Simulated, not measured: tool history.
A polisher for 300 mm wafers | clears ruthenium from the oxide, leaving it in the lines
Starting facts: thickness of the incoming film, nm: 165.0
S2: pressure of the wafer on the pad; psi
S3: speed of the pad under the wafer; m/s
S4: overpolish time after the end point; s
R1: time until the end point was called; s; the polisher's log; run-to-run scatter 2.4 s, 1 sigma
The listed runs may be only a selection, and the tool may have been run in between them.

{"run": 1, "day": 0.0, "flow of slurry (ml/min)": 285, "S2": 2.6, "S3": 0.78, "S4": 37, "R1": 126.27}
{"run": 2, "day": 0.05, "flow of slurry (ml/min)": 285, "S2": 2.6, "S3": 0.58, "S4": 37, "R1": 157.84}
{"run": 3, "day": 0.392, "flow of slurry (ml/min)": 285, "S2": 2.4, "S3": 0.58, "S4": 37, "R1": 173.7}
{"run": 4, "day": 0.617, "flow of slurry (ml/min)": 340, "S2": 2.4, "S3": 0.58, "S4": 37, "R1": 174.18}
{"run": 5, "day": 0.892, "flow of slurry (ml/min)": 340, "S2": 2.4, "S3": 0.58, "S4": 40, "R1": 174.93}
{"run": 6, "day": 1.121, "flow of slurry (ml/min)": 340, "S2": 2.4, "S3": 0.78, "S4": 40, "R1": 134.79}
{"run": 7, "day": 1.171, "flow of slurry (ml/min)": 340, "S2": 2.1, "S3": 0.78, "S4": 40, "R1": 154.38}
{"run": 8, "day": 1.421, "flow of slurry (ml/min)": 340, "S2": 1.4, "S3": 0.76, "S4": 40, "R1": 229.13}

Run 9, settings as shown, results not yet in. Your forecast:
{"run": 9, "day": 1.488, "flow of slurry (ml/min)": 340, "S2": 1.5, "S3": 0.76, "S4": 40, "R1": "?"}

Run 9 measured R1 216.21 s.
